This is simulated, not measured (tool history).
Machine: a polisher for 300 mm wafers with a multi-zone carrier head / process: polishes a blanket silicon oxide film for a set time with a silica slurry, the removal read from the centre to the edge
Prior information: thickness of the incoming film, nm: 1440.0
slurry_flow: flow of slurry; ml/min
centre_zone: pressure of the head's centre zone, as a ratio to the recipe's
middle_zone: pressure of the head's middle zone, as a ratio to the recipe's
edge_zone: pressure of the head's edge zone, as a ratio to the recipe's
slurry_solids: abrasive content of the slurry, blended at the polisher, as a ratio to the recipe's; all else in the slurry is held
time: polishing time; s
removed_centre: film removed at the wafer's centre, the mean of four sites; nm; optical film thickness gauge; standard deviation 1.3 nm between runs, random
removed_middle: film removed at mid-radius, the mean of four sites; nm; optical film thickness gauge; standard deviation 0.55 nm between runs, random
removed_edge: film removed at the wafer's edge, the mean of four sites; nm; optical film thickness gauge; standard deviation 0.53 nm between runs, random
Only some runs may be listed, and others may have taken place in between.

run	hour	slurry_flow	centre_zone	middle_zone	edge_zone	slurry_solids	time	removed_centre	removed_middle	removed_edge
1	0.0	310	1.00	1.00	1.00	1.00	34	131.080	131.570	134.050
2	4.1	310	1.04	0.99	0.94	0.85	31	108.140	107.290	105.860
3	9.9	305	1.09	0.97	0.90	0.75	31	106.000	94.992	93.848
4	12.3	295	1.09	0.96	0.87	0.70	31	97.483	87.965	86.395
5	18.2	270	1.10	0.96	0.85	0.70	31	98.749	86.849	84.173
6	26.4	270	1.10	0.96	0.81	0.70	31	95.776	88.763	83.486

Forecast run 7:
7	29.5	250	1.11	0.95	0.81	0.70	31	?	?	?

Run 7 gave removed_centre 97.655 nm, removed_middle 85.340 nm, removed_edge 82.837 nm.
